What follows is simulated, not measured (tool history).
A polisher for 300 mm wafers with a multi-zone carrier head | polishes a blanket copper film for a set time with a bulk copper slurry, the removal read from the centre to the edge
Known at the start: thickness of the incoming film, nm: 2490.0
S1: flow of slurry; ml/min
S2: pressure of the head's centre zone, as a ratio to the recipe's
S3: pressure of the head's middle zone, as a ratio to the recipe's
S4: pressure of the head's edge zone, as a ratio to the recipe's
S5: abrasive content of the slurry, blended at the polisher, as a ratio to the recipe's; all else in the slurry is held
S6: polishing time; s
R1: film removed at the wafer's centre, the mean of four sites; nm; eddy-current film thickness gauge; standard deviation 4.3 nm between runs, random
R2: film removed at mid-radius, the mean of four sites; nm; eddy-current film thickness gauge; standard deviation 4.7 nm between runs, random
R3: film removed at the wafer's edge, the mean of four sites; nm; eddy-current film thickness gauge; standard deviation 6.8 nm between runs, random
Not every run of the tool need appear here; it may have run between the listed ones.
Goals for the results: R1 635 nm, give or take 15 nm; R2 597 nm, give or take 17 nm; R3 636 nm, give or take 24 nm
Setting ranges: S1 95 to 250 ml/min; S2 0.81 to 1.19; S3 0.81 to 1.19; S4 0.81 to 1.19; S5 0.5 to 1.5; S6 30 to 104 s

run,hour,S1,S2,S3,S4,S5,S6,R1,R2,R3
1,0,160,1,1,1,1,67,908.86,938.04,925.77
2,4.3,155,0.99,0.97,0.97,0.9,65,845.31,837.69,869.12
3,11.2,155,0.95,0.97,0.97,0.9,65,813.82,845,853.02
4,15.7,155,0.9,0.97,0.97,0.9,65,768.13,853.79,860.94
5,19.1,155,0.95,0.97,0.97,0.9,65,822.47,847.61,852.8
6,24.5,155,0.95,0.92,0.97,0.9,65,816.75,815.88,873.17
7,31.3,130,0.98,0.87,0.87,0.65,52,573.85,532.21,587.72
8,40.1,140,0.98,0.88,0.88,0.65,52,590.62,563.89,594.33
9,42.3,145,0.98,0.88,0.89,0.65,52,598.11,566.02,600.59
10,51,150,0.98,0.88,0.9,0.65,52,604,568.71,600.6
11,54.1,155,0.98,0.88,0.92,0.65,52,608.46,565.72,609.47
12,59.8,160,0.98,0.88,0.93,0.65,52,609.17,577.57,618.29
13,64,160,0.98,0.88,0.93,0.65,52,609.75,570.81,630.51
14,64.9,165,0.98,0.88,0.93,0.65,52,607.03,578.91,607.22
15,66.2,165,0.98,0.88,0.94,0.65,52,613.94,577.16,612.84
16,67.2,165,0.98,0.88,0.95,0.65,52,611.76,573.79,633.2
17,74.9,165,0.98,0.88,0.95,0.65,52,623.87,571.52,633.58
18,83.6,170,0.98,0.88,0.95,0.65,52,616.46,584.74,629.46

Consider the 4 candidate settings below. Which is the only one whose results all fall within their allowed miss of target?
A,92.3,95,1.03,0.84,0.91,0.8,58,?,?,?
B,92.3,155,0.95,0.9,1.01,0.65,53,?,?,?
C,92.3,170,0.98,0.99,0.9,0.6,52,?,?,?
D,92.3,145,1.01,0.92,0.95,0.5,59,?,?,?

move,R1,R2,R3
A,651.87,562.94,665.38
B,607.02,585.37,654.1
C,609.29,617,602.84
D,643.01,598.45,642.22
A: takes the result that was furthest off past its target
B: moves away from the targets compared with the last run
C: moves away from the targets compared with the last run
D: every result lands within tolerance
Go with D: it meets all targets.
